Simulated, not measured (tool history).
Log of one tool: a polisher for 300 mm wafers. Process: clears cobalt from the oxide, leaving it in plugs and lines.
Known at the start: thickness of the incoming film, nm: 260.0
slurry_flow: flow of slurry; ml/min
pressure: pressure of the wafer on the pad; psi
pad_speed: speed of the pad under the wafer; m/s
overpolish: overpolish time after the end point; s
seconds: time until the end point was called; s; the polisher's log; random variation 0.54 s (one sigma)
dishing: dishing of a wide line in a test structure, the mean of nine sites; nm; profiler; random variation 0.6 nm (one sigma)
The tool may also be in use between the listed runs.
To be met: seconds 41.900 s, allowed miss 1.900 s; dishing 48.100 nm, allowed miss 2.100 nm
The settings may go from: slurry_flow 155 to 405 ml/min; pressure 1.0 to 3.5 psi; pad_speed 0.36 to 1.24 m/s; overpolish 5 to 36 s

run	day	slurry_flow	pressure	pad_speed	overpolish	seconds	dishing
1	0.000	260	2.2	0.80	18	62.809	50.316
2	0.304	260	2.6	0.80	18	52.477	55.439
3	0.542	260	2.7	0.80	16	51.750	52.942
4	0.746	260	2.7	0.64	16	61.162	46.999
5	0.958	260	2.7	0.54	16	74.076	42.564
6	1.221	260	2.7	0.54	20	73.711	50.086
7	1.333	270	3.3	0.74	11	44.867	46.542
8	1.571	270	3.4	0.74	11	45.584	46.242

Which of these 5 next moves meets every target?
A	1.808	320	3.2	0.84	11	?	?
B	1.808	250	3.4	0.70	13	?	?
C	1.808	260	3.5	0.84	9	?	?
D	1.808	375	3.5	0.66	12	?	?
E	1.808	270	3.3	0.74	11	?	?

move	seconds	dishing
A	40.756	48.163
B	46.017	49.497
C	37.797	44.580
D	46.045	47.193
E	44.848	45.454
A: meets every target
B: further off than the last run
C: takes the result that was furthest off past its target
D: further off than the last run
E: nearer than the last run, and not there yet
Move A is the one to make.

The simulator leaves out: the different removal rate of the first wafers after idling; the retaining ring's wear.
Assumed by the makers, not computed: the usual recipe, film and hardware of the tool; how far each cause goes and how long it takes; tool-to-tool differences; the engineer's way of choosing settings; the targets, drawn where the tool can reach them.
